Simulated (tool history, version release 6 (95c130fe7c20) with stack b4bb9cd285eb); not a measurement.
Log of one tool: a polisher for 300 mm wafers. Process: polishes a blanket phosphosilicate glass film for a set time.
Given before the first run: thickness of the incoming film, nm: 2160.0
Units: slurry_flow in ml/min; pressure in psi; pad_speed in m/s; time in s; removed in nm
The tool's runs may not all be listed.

| run | hour | slurry_flow | pressure | pad_speed | slurry_solids | time | removed |
|---|---|---|---|---|---|---|---|
| 1 | 0.0 | 285 | 2.2 | 1.00 | 1.0 | 29 | 173.71 |
| 2 | 8.1 | 215 | 2.2 | 1.00 | 1.0 | 29 | 168.58 |
| 3 | 14.9 | 215 | 2.0 | 1.00 | 1.0 | 29 | 152.88 |
| 4 | 22.8 | 170 | 2.0 | 1.00 | 1.0 | 29 | 145.24 |
| 5 | 24.3 | 180 | 2.1 | 1.00 | 1.0 | 29 | 160.05 |
| 6 | 27.3 | 180 | 1.5 | 1.00 | 1.0 | 29 | 112.73 |
| 7 | 30.4 | 185 | 1.6 | 1.00 | 1.0 | 29 | 123.63 |
| 8 | 34.2 | 190 | 1.7 | 1.00 | 1.0 | 29 | 127.71 |
| 9 | 38.5 | 190 | 1.8 | 1.00 | 1.0 | 29 | 136.52 |
| 10 | 46.3 | 190 | 1.9 | 1.00 | 1.0 | 29 | 144.78 |
| 11 | 54.9 | 190 | 2.0 | 1.00 | 1.0 | 29 | 150.30 |
| 12 | 58.0 | 190 | 2.1 | 1.00 | 1.0 | 29 | 157.32 |
| 13 | 64.2 | 195 | 2.2 | 1.00 | 1.0 | 29 | 167.19 |
| 14 | 68.7 | 195 | 2.3 | 1.00 | 1.0 | 29 | 172.49 |
| 15 | 72.1 | 200 | 2.3 | 1.00 | 1.0 | 29 | 171.99 |
| 16 | 80.2 | 205 | 2.3 | 1.00 | 1.0 | 29 | 176.14 |

Estimate the outcome of run 17 from the log above:
| 17 | 86.6 | 210 | 2.3 | 1.00 | 1.0 | 29 | ? |

{"run 17": {"removed": 175.34}}

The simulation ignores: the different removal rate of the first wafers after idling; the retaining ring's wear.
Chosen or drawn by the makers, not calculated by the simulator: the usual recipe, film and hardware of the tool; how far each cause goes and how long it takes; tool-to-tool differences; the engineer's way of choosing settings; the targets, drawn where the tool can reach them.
